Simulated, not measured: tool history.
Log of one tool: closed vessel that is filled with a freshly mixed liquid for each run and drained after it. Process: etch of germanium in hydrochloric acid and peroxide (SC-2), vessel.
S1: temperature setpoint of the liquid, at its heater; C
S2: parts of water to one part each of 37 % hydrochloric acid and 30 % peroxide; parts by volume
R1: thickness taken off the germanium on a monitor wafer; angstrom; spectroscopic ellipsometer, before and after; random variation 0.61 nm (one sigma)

run 1 day=0 | S1=49 S2=5 time_in_the_liquid_(s)=30 | R1=666.51
run 2 day=0.125 | S1=46 S2=5 time_in_the_liquid_(s)=30 | R1=619.36
run 3 day=0.504 | S1=50.5 S2=5 time_in_the_liquid_(s)=30 | R1=714.77
run 4 day=0.571 | S1=50.5 S2=5 time_in_the_liquid_(s)=30 | R1=706.09
run 5 day=0.804 | S1=50.5 S2=4 time_in_the_liquid_(s)=30 | R1=714.51
run 6 day=0.958 | S1=53 S2=4 time_in_the_liquid_(s)=30 | R1=771.9

The next listed run, before its measurement:
run 7 day=1.054 | S1=53 S2=4 time_in_the_liquid_(s)=30 | R1=?

Run 7 gave R1 781.91 angstrom.

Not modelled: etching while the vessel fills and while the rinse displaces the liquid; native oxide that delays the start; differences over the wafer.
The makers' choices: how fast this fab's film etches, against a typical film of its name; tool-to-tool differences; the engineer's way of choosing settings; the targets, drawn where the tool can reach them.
